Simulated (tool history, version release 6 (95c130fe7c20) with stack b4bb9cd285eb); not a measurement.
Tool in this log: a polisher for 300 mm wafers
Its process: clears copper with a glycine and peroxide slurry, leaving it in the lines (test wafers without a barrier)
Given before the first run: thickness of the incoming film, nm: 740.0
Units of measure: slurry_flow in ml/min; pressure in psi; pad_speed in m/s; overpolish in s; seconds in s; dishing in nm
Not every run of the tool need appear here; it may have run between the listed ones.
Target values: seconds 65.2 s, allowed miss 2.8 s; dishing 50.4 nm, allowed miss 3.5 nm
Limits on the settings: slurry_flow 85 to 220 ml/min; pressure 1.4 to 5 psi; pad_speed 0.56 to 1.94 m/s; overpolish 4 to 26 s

{"run": 1, "hour": 0.0, "slurry_flow": 140, "pressure": 3.2, "pad_speed": 1.24, "overpolish": 13, "seconds": 88.717, "dishing": 73.588}
{"run": 2, "hour": 3.3, "slurry_flow": 140, "pressure": 2.5, "pad_speed": 1.24, "overpolish": 13, "seconds": 108.54, "dishing": 61.662}
{"run": 3, "hour": 7.9, "slurry_flow": 140, "pressure": 2.6, "pad_speed": 1.26, "overpolish": 12, "seconds": 103.88, "dishing": 60.009}
{"run": 4, "hour": 16.8, "slurry_flow": 140, "pressure": 2.7, "pad_speed": 1.28, "overpolish": 11, "seconds": 101.03, "dishing": 57.892}
{"run": 5, "hour": 24.1, "slurry_flow": 140, "pressure": 2.8, "pad_speed": 1.3, "overpolish": 10, "seconds": 95.439, "dishing": 55.897}
{"run": 6, "hour": 30.9, "slurry_flow": 140, "pressure": 2.8, "pad_speed": 1.12, "overpolish": 10, "seconds": 109.24, "dishing": 50.003}
{"run": 7, "hour": 38.2, "slurry_flow": 145, "pressure": 3, "pad_speed": 1.12, "overpolish": 9, "seconds": 102.25, "dishing": 48.493}
{"run": 8, "hour": 41.9, "slurry_flow": 150, "pressure": 3.2, "pad_speed": 1.12, "overpolish": 9, "seconds": 95.796, "dishing": 50.227}
{"run": 9, "hour": 46.5, "slurry_flow": 155, "pressure": 3.3, "pad_speed": 1.12, "overpolish": 9, "seconds": 92.681, "dishing": 53.1}
{"run": 10, "hour": 48.8, "slurry_flow": 155, "pressure": 3.4, "pad_speed": 1.12, "overpolish": 8, "seconds": 88.889, "dishing": 48.706}
{"run": 11, "hour": 54.5, "slurry_flow": 160, "pressure": 3.5, "pad_speed": 1.12, "overpolish": 8, "seconds": 85.99, "dishing": 50.176}
{"run": 12, "hour": 58.7, "slurry_flow": 165, "pressure": 3.6, "pad_speed": 1.12, "overpolish": 8, "seconds": 85.826, "dishing": 50.216}
{"run": 13, "hour": 64.6, "slurry_flow": 165, "pressure": 3.7, "pad_speed": 1.12, "overpolish": 8, "seconds": 83.694, "dishing": 49.954}
{"run": 14, "hour": 68.7, "slurry_flow": 165, "pressure": 3.7, "pad_speed": 1.12, "overpolish": 8, "seconds": 83.172, "dishing": 53.328}
{"run": 15, "hour": 77.4, "slurry_flow": 165, "pressure": 3.8, "pad_speed": 1.12, "overpolish": 8, "seconds": 80.49, "dishing": 54.232}
{"run": 16, "hour": 85.9, "slurry_flow": 165, "pressure": 3.9, "pad_speed": 1.12, "overpolish": 8, "seconds": 80.878, "dishing": 54.238}
{"run": 17, "hour": 94.6, "slurry_flow": 170, "pressure": 4, "pad_speed": 1.12, "overpolish": 8, "seconds": 78.759, "dishing": 55.195}
{"run": 18, "hour": 96.8, "slurry_flow": 170, "pressure": 4.1, "pad_speed": 1.12, "overpolish": 8, "seconds": 76.184, "dishing": 55.39}

Exercise: of the 4 proposed moves below, exactly one satisfies all targets within the stated allowed misses. Which move is it?
{"run": "A", "hour": 99.0, "slurry_flow": 160, "pressure": 4, "pad_speed": 1.38, "overpolish": 6, "seconds": "?", "dishing": "?"}
{"run": "B", "hour": 99.0, "slurry_flow": 155, "pressure": 3.6, "pad_speed": 1.36, "overpolish": 8, "seconds": "?", "dishing": "?"}
{"run": "C", "hour": 99.0, "slurry_flow": 165, "pressure": 4.3, "pad_speed": 1.26, "overpolish": 8, "seconds": "?", "dishing": "?"}
{"run": "D", "hour": 99.0, "slurry_flow": 155, "pressure": 3.6, "pad_speed": 1.08, "overpolish": 12, "seconds": "?", "dishing": "?"}

move=A seconds=64.934 dishing=51.39
move=B seconds=72.591 dishing=59.127
move=C seconds=65.797 dishing=64.6
move=D seconds=88.921 dishing=69.679
A: all results in spec
B: nearer than the last run, and not there yet
C: brings the last run's worst result on target, with another outside its allowed miss
D: misses by more than the last run did
The right move is A.
